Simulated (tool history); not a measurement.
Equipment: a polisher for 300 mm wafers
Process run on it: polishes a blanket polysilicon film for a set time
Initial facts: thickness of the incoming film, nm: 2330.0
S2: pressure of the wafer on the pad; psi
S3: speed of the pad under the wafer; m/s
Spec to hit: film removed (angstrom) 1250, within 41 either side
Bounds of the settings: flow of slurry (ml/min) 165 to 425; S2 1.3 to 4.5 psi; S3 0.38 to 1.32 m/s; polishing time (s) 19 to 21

run 1 hour=0 | flow_of_slurry_(ml/min)=275 S2=2.9 S3=0.84 polishing_time_(s)=21 | film_removed_(angstrom)=1645.6
run 2 hour=8.4 | flow_of_slurry_(ml/min)=275 S2=2.7 S3=0.84 polishing_time_(s)=21 | film_removed_(angstrom)=1512.2
run 3 hour=11.4 | flow_of_slurry_(ml/min)=275 S2=3 S3=0.84 polishing_time_(s)=21 | film_removed_(angstrom)=1698.7
run 4 hour=13.3 | flow_of_slurry_(ml/min)=310 S2=3 S3=0.84 polishing_time_(s)=21 | film_removed_(angstrom)=1732.5
-- hour=19.3 head pressure recalibrated
run 5 hour=19.3 | flow_of_slurry_(ml/min)=310 S2=3 S3=0.68 polishing_time_(s)=21 | film_removed_(angstrom)=1602.3
run 6 hour=27.8 | flow_of_slurry_(ml/min)=290 S2=2.9 S3=0.68 polishing_time_(s)=21 | film_removed_(angstrom)=1513
run 7 hour=30.3 | flow_of_slurry_(ml/min)=280 S2=2.8 S3=0.68 polishing_time_(s)=21 | film_removed_(angstrom)=1471.7
run 8 hour=34.6 | flow_of_slurry_(ml/min)=275 S2=2.7 S3=0.68 polishing_time_(s)=21 | film_removed_(angstrom)=1408
run 9 hour=42.9 | flow_of_slurry_(ml/min)=270 S2=2.6 S3=0.68 polishing_time_(s)=21 | film_removed_(angstrom)=1351.8
run 10 hour=51.2 | flow_of_slurry_(ml/min)=265 S2=2.3 S3=0.68 polishing_time_(s)=21 | film_removed_(angstrom)=1198.7
run 11 hour=52.8 | flow_of_slurry_(ml/min)=265 S2=2.3 S3=0.68 polishing_time_(s)=21 | film_removed_(angstrom)=1215.4
run 12 hour=60.2 | flow_of_slurry_(ml/min)=270 S2=2.3 S3=0.68 polishing_time_(s)=21 | film_removed_(angstrom)=1201.3

Next run, 5 choices. One meets every target within its allowed miss, the rest don't. Which?
run A hour=67.6 | flow_of_slurry_(ml/min)=260 S2=3 S3=0.5 polishing_time_(s)=19 | film_removed_(angstrom)=?
run B hour=67.6 | flow_of_slurry_(ml/min)=225 S2=2.6 S3=0.62 polishing_time_(s)=21 | film_removed_(angstrom)=?
run C hour=67.6 | flow_of_slurry_(ml/min)=290 S2=2.2 S3=0.8 polishing_time_(s)=21 | film_removed_(angstrom)=?
run D hour=67.6 | flow_of_slurry_(ml/min)=370 S2=2.5 S3=0.54 polishing_time_(s)=21 | film_removed_(angstrom)=?
run E hour=67.6 | flow_of_slurry_(ml/min)=335 S2=2.5 S3=0.62 polishing_time_(s)=19 | film_removed_(angstrom)=?

move=A film_removed_(angstrom)=1122.3
move=B film_removed_(angstrom)=1239.7
move=C film_removed_(angstrom)=1322.9
move=D film_removed_(angstrom)=1135.3
move=E film_removed_(angstrom)=1127.6
A: moves away from the targets compared with the last run
B: all results land within tolerance of their targets
C: the result that was furthest off in the last run now lies on the other side of its target
D: moves away from the targets compared with the last run
E: moves away from the targets compared with the last run
Move B is the one to make.
